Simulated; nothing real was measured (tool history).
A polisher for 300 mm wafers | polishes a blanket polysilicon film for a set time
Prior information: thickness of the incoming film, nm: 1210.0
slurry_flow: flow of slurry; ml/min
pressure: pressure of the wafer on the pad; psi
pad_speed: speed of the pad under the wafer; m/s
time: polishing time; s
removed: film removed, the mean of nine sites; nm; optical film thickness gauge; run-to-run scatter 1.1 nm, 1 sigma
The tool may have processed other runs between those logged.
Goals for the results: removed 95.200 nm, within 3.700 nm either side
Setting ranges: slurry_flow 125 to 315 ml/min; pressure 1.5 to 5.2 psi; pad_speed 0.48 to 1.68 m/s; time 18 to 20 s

| run | hour | slurry_flow | pressure | pad_speed | time | removed |
|---|---|---|---|---|---|---|
| 1 | 0.0 | 205 | 3.3 | 1.08 | 20 | 241.120 |
| 2 | 3.7 | 205 | 3.1 | 1.04 | 20 | 217.190 |
| 3 | 6.3 | 205 | 3.1 | 1.04 | 20 | 223.450 |
| 4 | 12.7 | 205 | 2.9 | 0.98 | 20 | 195.570 |
| 5 | 21.3 | 205 | 2.7 | 0.94 | 20 | 178.670 |
| 6 | 29.5 | 205 | 2.7 | 1.14 | 20 | 218.690 |
| 7 | 33.8 | 205 | 2.6 | 1.08 | 20 | 198.460 |
| 8 | 40.1 | 205 | 2.5 | 1.04 | 20 | 184.630 |
| 9 | 47.1 | 205 | 2.5 | 1.04 | 20 | 189.620 |
| 10 | 48.8 | 205 | 2.4 | 1.00 | 20 | 175.050 |
| 11 | 51.4 | 205 | 2.3 | 0.96 | 20 | 160.770 |

Which of these 5 next moves meets every target?
| A | 54.0 | 195 | 2.1 | 1.22 | 20 | ? |
| B | 54.0 | 195 | 2.0 | 0.92 | 18 | ? |
| C | 54.0 | 165 | 1.8 | 0.72 | 19 | ? |
| D | 54.0 | 225 | 2.6 | 0.74 | 18 | ? |
| E | 54.0 | 205 | 1.6 | 0.68 | 18 | ? |

| move | removed |
|---|---|
| A | 189.270 |
| B | 125.100 |
| C | 94.877 |
| D | 125.260 |
| E | 80.682 |
A: lands further from the targets than the last run did
B: an improvement on the last run, though not all results are within tolerance
C: every result within its allowed miss
D: an improvement on the last run, though not all results are within tolerance
E: moves the result that the last run missed by most past its target, out the other side
The right move is C.
